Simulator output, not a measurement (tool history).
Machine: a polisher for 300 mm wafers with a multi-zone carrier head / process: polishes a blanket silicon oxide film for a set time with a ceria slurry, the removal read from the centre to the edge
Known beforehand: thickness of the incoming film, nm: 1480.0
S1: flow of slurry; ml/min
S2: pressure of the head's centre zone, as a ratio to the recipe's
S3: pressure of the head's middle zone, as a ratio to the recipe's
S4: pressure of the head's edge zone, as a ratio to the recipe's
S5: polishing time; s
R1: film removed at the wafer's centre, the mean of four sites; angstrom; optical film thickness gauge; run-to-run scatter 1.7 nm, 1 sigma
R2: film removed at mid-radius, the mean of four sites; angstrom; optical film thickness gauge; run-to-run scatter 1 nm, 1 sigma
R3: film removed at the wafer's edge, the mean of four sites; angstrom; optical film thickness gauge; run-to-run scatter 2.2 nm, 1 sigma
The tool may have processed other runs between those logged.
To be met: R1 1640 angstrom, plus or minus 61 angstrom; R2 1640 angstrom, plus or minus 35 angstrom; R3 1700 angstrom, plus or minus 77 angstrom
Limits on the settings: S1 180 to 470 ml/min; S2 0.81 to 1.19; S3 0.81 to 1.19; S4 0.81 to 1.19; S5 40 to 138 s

run 1 hour=0 | S1=300 S2=1 S3=1 S4=1 S5=88 | R1=2599.7 R2=2622.9 R3=2614.4
run 2 hour=9 | S1=370 S2=1 S3=1 S4=1 S5=88 | R1=2668.9 R2=2612.5 R3=2665.8
run 3 hour=10 | S1=370 S2=1 S3=1 S4=1 S5=107 | R1=3212 R2=3208 R3=3191.4
run 4 hour=17.4 | S1=360 S2=0.98 S3=0.98 S4=0.97 S5=98 | R1=2963.5 R2=2895.4 R3=2923.2
run 5 hour=24 | S1=355 S2=0.97 S3=0.98 S4=0.97 S5=90 | R1=2657.9 R2=2660.4 R3=2606.5
run 6 hour=31.3 | S1=355 S2=0.97 S3=0.98 S4=0.97 S5=77 | R1=2200.7 R2=2266.8 R3=2297.9
run 7 hour=38.4 | S1=350 S2=0.96 S3=0.96 S4=0.95 S5=74 | R1=2195.4 R2=2133.3 R3=2154.3
run 8 hour=41.3 | S1=350 S2=0.94 S3=0.95 S4=0.94 S5=72 | R1=2054.1 R2=2064 R3=2101.5
run 9 hour=49.6 | S1=345 S2=0.92 S3=0.93 S4=0.92 S5=70 | R1=1953.9 R2=1972.5 R3=2038.1
run 10 hour=52.1 | S1=315 S2=0.89 S3=0.87 S4=0.82 S5=56 | R1=1461.7 R2=1461.2 R3=1495.1
run 11 hour=53.2 | S1=330 S2=0.89 S3=0.88 S4=0.83 S5=56 | R1=1485.6 R2=1511.5 R3=1529.9
run 12 hour=61.8 | S1=345 S2=0.89 S3=0.88 S4=0.84 S5=56 | R1=1485 R2=1486.4 R3=1496.9
run 13 hour=67.7 | S1=335 S2=0.9 S3=0.89 S4=0.85 S5=56 | R1=1512.6 R2=1524.1 R3=1556.7
run 14 hour=72.1 | S1=325 S2=0.97 S3=0.95 S4=0.93 S5=56 | R1=1642 R2=1606.6 R3=1608.7
run 15 hour=77.1 | S1=330 S2=0.96 S3=0.95 S4=0.93 S5=56 | R1=1603 R2=1609.9 R3=1608.5

Which of these 5 next moves meets every target?
run A hour=82.1 | S1=325 S2=0.98 S3=1.06 S4=0.88 S5=51 | R1=? R2=? R3=?
run B hour=82.1 | S1=295 S2=1 S3=1.09 S4=0.86 S5=52 | R1=? R2=? R3=?
run C hour=82.1 | S1=450 S2=0.98 S3=1.02 S4=0.84 S5=53 | R1=? R2=? R3=?
run D hour=82.1 | S1=395 S2=1.01 S3=0.98 S4=0.92 S5=52 | R1=? R2=? R3=?
run E hour=82.1 | S1=295 S2=0.96 S3=0.95 S4=0.98 S5=58 | R1=? R2=? R3=?

move=A R1=1462.3 R2=1611.4 R3=1434.1
move=B R1=1505.1 R2=1665.7 R3=1435.4
move=C R1=1564.3 R2=1664.5 R3=1490.8
move=D R1=1565.3 R2=1563.5 R3=1513.9
move=E R1=1609.5 R2=1653.9 R3=1704.1
A: further off than the last run
B: further off than the last run
C: further off than the last run
D: further off than the last run
E: meets every target
The move that meets every target is E.
